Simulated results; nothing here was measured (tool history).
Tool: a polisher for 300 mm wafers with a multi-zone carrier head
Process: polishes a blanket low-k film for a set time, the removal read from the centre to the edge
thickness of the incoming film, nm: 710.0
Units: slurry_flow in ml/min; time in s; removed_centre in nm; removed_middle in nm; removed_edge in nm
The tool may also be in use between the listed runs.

run 1 day=0.000 | slurry_flow=260 centre_zone=1.00 middle_zone=1.00 edge_zone=1.00 slurry_solids=1.00 time=88 | removed_centre=40.089 removed_middle=40.300 removed_edge=41.197
run 2 day=0.362 | slurry_flow=260 centre_zone=1.00 middle_zone=1.00 edge_zone=1.07 slurry_solids=1.00 time=88 | removed_centre=39.093 removed_middle=40.596 removed_edge=42.488
run 3 day=0.517 | slurry_flow=260 centre_zone=0.99 middle_zone=0.97 edge_zone=1.11 slurry_solids=1.15 time=89 | removed_centre=44.697 removed_middle=42.195 removed_edge=47.299
run 4 day=0.671 | slurry_flow=260 centre_zone=0.94 middle_zone=0.97 edge_zone=1.14 slurry_solids=1.25 time=90 | removed_centre=41.935 removed_middle=44.118 removed_edge=49.833
run 5 day=1.038 | slurry_flow=235 centre_zone=0.94 middle_zone=0.97 edge_zone=1.14 slurry_solids=1.25 time=90 | removed_centre=42.346 removed_middle=44.421 removed_edge=48.226
run 6 day=1.379 | slurry_flow=235 centre_zone=0.94 middle_zone=0.97 edge_zone=1.14 slurry_solids=1.10 time=90 | removed_centre=40.165 removed_middle=41.933 removed_edge=46.304

Forecast run 7:
run 7 day=1.604 | slurry_flow=270 centre_zone=0.94 middle_zone=0.97 edge_zone=1.16 slurry_solids=1.20 time=90 | removed_centre=? removed_middle=? removed_edge=?

Run 7 gave removed_centre 42.482 nm, removed_middle 43.571 nm, removed_edge 49.242 nm.
